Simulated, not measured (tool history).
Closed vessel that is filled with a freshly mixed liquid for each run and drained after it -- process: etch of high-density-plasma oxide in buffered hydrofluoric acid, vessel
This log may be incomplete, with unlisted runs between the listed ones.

run,hour,temperature setpoint of the liquid (°C),parts of 40 % ammonium fluoride to one part of 49 % hydrofluoric acid (parts by volume),time in the liquid (s),thickness taken off the high-density-plasma oxide on a monitor wafer (nm)
1,0.0,23.0,22.0,30,26.415
2,7.2,22.5,22.5,30,25.241
3,15.3,20.0,22.5,30,21.859
4,19.1,20.0,20.0,30,23.894
5,20.7,20.0,20.0,30,24.188
6,28.8,20.0,14.5,30,33.470
7,35.2,19.5,15.5,30,29.947
8,36.8,19.0,16.5,30,27.506
9,41.1,19.0,17.5,30,26.072
10,48.0,19.0,18.5,30,24.538
11,56.0,17.0,25.5,30,16.913

Run 12 comes next. What will it give?
12,59.6,17.0,26.5,30,?

{"run 12": {"thickness taken off the high-density-plasma oxide on a monitor wafer (nm)": 16.447}}
